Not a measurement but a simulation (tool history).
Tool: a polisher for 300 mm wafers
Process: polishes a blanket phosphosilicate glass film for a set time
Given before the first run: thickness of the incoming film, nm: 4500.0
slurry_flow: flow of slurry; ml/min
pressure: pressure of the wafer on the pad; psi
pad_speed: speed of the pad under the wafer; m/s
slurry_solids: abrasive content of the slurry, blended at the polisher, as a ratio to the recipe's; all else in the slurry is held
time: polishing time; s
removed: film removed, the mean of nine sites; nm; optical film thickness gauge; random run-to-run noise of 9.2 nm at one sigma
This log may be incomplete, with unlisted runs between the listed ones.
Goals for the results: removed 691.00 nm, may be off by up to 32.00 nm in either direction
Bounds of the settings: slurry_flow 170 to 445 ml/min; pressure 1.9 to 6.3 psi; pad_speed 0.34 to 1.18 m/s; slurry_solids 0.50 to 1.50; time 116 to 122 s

run 1 hour=0.0 | slurry_flow=285 pressure=4.1 pad_speed=0.76 slurry_solids=1.00 time=116 | removed=829.43
run 2 hour=8.5 | slurry_flow=285 pressure=4.1 pad_speed=0.92 slurry_solids=1.00 time=116 | removed=964.14
run 3 hour=14.5 | slurry_flow=285 pressure=3.8 pad_speed=0.92 slurry_solids=1.00 time=116 | removed=924.23
run 4 hour=22.1 | slurry_flow=285 pressure=3.5 pad_speed=0.92 slurry_solids=1.00 time=116 | removed=844.20
run 5 hour=28.3 | slurry_flow=285 pressure=3.5 pad_speed=0.92 slurry_solids=1.00 time=116 | removed=863.54
run 6 hour=34.0 | slurry_flow=285 pressure=3.3 pad_speed=0.92 slurry_solids=1.00 time=116 | removed=809.96
run 7 hour=36.1 | slurry_flow=285 pressure=3.3 pad_speed=0.92 slurry_solids=1.00 time=116 | removed=793.67
-- hour=41.9 slurry blender recalibrated
run 8 hour=41.9 | slurry_flow=285 pressure=3.2 pad_speed=0.92 slurry_solids=1.00 time=116 | removed=898.06
run 9 hour=45.6 | slurry_flow=285 pressure=3.2 pad_speed=0.86 slurry_solids=1.00 time=116 | removed=814.65
run 10 hour=47.9 | slurry_flow=285 pressure=3.0 pad_speed=0.84 slurry_solids=1.00 time=116 | removed=767.35
run 11 hour=53.2 | slurry_flow=285 pressure=2.9 pad_speed=0.84 slurry_solids=1.00 time=116 | removed=767.32
run 12 hour=59.3 | slurry_flow=285 pressure=2.8 pad_speed=0.84 slurry_solids=1.00 time=116 | removed=711.89

Which one of the following 4 next-run settings gets every result inside its allowed miss? There is exactly one.
run A hour=65.4 | slurry_flow=255 pressure=2.5 pad_speed=0.88 slurry_solids=1.05 time=116 | removed=?
run B hour=65.4 | slurry_flow=310 pressure=3.4 pad_speed=0.68 slurry_solids=1.05 time=116 | removed=?
run C hour=65.4 | slurry_flow=275 pressure=2.3 pad_speed=0.92 slurry_solids=1.25 time=122 | removed=?
run D hour=65.4 | slurry_flow=305 pressure=3.0 pad_speed=0.84 slurry_solids=0.90 time=120 | removed=?

move=A removed=701.62
move=B removed=775.66
move=C removed=773.53
move=D removed=770.66
A: every result lands within tolerance
B: further off than the last run
C: further off than the last run
D: further off than the last run
Go with A: it meets all targets.
